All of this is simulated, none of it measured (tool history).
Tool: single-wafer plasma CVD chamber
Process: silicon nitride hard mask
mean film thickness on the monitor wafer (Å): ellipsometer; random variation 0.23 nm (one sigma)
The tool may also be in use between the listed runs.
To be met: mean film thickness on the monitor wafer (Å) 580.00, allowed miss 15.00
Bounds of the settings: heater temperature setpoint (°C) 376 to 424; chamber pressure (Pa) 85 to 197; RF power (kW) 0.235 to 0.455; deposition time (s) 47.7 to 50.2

run,day,heater temperature setpoint (°C),chamber pressure (Pa),RF power (kW),deposition time (s),mean film thickness on the monitor wafer (Å)
1,0.000,400,141,0.345,50.2,509.20
2,0.221,400,141,0.345,50.2,509.66
3,0.579,400,121,0.345,50.2,488.31
4,0.712,400,121,0.345,47.7,464.02
5,0.817,400,129,0.350,47.8,481.64
6,0.988,400,129,0.325,47.8,448.42
7,1.308,400,136,0.335,47.9,470.10
8,1.371,400,143,0.340,48.0,478.84
9,1.675,400,147,0.350,48.1,499.45
10,1.833,400,152,0.355,48.2,515.14
11,2.092,400,156,0.360,48.2,524.56
12,2.288,400,160,0.365,48.2,536.44
13,2.508,400,164,0.365,48.2,539.70
14,2.596,400,167,0.365,48.2,541.71
15,2.908,400,169,0.365,48.2,543.91

5 next moves are on the table. One of them brings every result within its allowed miss. Which?
A,3.221,406,183,0.385,50.2,?
B,3.221,392,141,0.425,50.2,?
C,3.221,396,164,0.350,47.7,?
D,3.221,398,157,0.385,50.2,?
E,3.221,410,179,0.345,50.2,?

move,mean film thickness on the monitor wafer (Å)
A,602.30
B,611.71
C,512.58
D,580.55
E,541.62
A: takes the result that was furthest off past its target
B: takes the result that was furthest off past its target
C: further off than the last run
D: meets every target
E: further off than the last run
Move D is the one to make.
